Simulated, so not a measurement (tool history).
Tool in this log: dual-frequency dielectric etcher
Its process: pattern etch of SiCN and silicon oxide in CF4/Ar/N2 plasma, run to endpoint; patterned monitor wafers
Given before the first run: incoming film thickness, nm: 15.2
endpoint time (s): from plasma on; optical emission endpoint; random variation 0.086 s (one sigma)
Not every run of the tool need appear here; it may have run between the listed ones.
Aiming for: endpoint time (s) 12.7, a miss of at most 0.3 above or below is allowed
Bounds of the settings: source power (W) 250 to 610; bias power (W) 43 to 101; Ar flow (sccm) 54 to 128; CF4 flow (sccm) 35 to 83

run 1 hour=0 | source_power_(W)=430 bias_power_(W)=72 Ar_flow_(sccm)=91 CF4_flow_(sccm)=59 | endpoint_time_(s)=15.58
run 2 hour=3.9 | source_power_(W)=450 bias_power_(W)=72 Ar_flow_(sccm)=91 CF4_flow_(sccm)=59 | endpoint_time_(s)=14.775
run 3 hour=7.1 | source_power_(W)=450 bias_power_(W)=63 Ar_flow_(sccm)=91 CF4_flow_(sccm)=59 | endpoint_time_(s)=15.457
run 4 hour=15.6 | source_power_(W)=450 bias_power_(W)=52 Ar_flow_(sccm)=91 CF4_flow_(sccm)=59 | endpoint_time_(s)=16.099
run 5 hour=17.5 | source_power_(W)=450 bias_power_(W)=52 Ar_flow_(sccm)=91 CF4_flow_(sccm)=63 | endpoint_time_(s)=16.154
run 6 hour=24.7 | source_power_(W)=470 bias_power_(W)=52 Ar_flow_(sccm)=91 CF4_flow_(sccm)=63 | endpoint_time_(s)=15.338
run 7 hour=30.7 | source_power_(W)=560 bias_power_(W)=54 Ar_flow_(sccm)=90 CF4_flow_(sccm)=63 | endpoint_time_(s)=13.348
run 8 hour=35.7 | source_power_(W)=570 bias_power_(W)=54 Ar_flow_(sccm)=90 CF4_flow_(sccm)=63 | endpoint_time_(s)=13.072

4 next moves are on the table. One of them brings every result within its allowed miss. Which?
run A hour=40.7 | source_power_(W)=560 bias_power_(W)=55 Ar_flow_(sccm)=90 CF4_flow_(sccm)=61 | endpoint_time_(s)=?
run B hour=40.7 | source_power_(W)=590 bias_power_(W)=57 Ar_flow_(sccm)=99 CF4_flow_(sccm)=62 | endpoint_time_(s)=?
run C hour=40.7 | source_power_(W)=610 bias_power_(W)=43 Ar_flow_(sccm)=92 CF4_flow_(sccm)=52 | endpoint_time_(s)=?
run D hour=40.7 | source_power_(W)=520 bias_power_(W)=54 Ar_flow_(sccm)=91 CF4_flow_(sccm)=64 | endpoint_time_(s)=?

move=A endpoint_time_(s)=13.34
move=B endpoint_time_(s)=12.873
move=C endpoint_time_(s)=13.561
move=D endpoint_time_(s)=14.144
A: lands further from the targets than the last run did
B: all results in spec
C: lands further from the targets than the last run did
D: lands further from the targets than the last run did
The move that meets every target is B.
